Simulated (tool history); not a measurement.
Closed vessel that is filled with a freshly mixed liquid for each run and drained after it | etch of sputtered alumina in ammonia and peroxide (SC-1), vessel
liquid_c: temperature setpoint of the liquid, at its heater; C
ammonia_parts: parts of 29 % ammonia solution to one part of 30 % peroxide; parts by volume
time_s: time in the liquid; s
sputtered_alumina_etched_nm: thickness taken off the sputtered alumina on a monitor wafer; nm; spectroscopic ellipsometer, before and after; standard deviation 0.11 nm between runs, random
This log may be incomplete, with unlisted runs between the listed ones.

run	day	liquid_c	ammonia_parts	time_s	sputtered_alumina_etched_nm
1	0	54	0.5	905	37.906
2	0.279	50.5	0.5	905	30.986
3	0.629	57.5	0.5	905	45.329
4	0.762	54.5	0.5	905	39.167
5	1.033	52.5	0.5	905	34.727
6	1.154	50.5	0.5	905	31.289

Run 7 has not been measured yet. What should we expect?
7	1.462	49	0.5	905	?

Run 7 gave sputtered_alumina_etched_nm 28.773 nm.

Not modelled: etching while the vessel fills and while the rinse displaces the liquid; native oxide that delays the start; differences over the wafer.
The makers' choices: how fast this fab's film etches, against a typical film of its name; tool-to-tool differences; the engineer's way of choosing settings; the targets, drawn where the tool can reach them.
